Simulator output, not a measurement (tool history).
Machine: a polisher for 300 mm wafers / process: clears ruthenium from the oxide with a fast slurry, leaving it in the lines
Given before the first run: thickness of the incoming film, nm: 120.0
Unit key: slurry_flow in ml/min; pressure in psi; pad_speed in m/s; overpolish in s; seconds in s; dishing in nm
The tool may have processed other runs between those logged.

run 1 hour=0 | slurry_flow=285 pressure=2.5 pad_speed=0.76 slurry_solids=1 overpolish=16 | seconds=42.249 dishing=31.955
run 2 hour=7.8 | slurry_flow=285 pressure=2.3 pad_speed=0.76 slurry_solids=1 overpolish=12 | seconds=43.924 dishing=24.688
run 3 hour=13.5 | slurry_flow=285 pressure=2.1 pad_speed=0.76 slurry_solids=1 overpolish=10 | seconds=49.232 dishing=18.622
run 4 hour=18.4 | slurry_flow=285 pressure=2.1 pad_speed=0.6 slurry_solids=1 overpolish=10 | seconds=59.457 dishing=16.107
-- hour=23.4 worn pad replaced by a new one
run 5 hour=23.4 | slurry_flow=285 pressure=2.1 pad_speed=0.74 slurry_solids=1 overpolish=10 | seconds=47.241 dishing=20.716
run 6 hour=26 | slurry_flow=285 pressure=2.1 pad_speed=0.82 slurry_solids=1 overpolish=10 | seconds=41.005 dishing=21.773
run 7 hour=31.9 | slurry_flow=285 pressure=1.8 pad_speed=0.82 slurry_solids=1 overpolish=9 | seconds=48.019 dishing=17.518
run 8 hour=40.3 | slurry_flow=285 pressure=1.7 pad_speed=0.82 slurry_solids=1 overpolish=8 | seconds=51.763 dishing=15.072

Run 9 comes next. What will it give?
run 9 hour=45.2 | slurry_flow=285 pressure=1.6 pad_speed=0.82 slurry_solids=1 overpolish=5 | seconds=? dishing=?

{"run 9": {"seconds": 54.597, "dishing": 8.8932}}

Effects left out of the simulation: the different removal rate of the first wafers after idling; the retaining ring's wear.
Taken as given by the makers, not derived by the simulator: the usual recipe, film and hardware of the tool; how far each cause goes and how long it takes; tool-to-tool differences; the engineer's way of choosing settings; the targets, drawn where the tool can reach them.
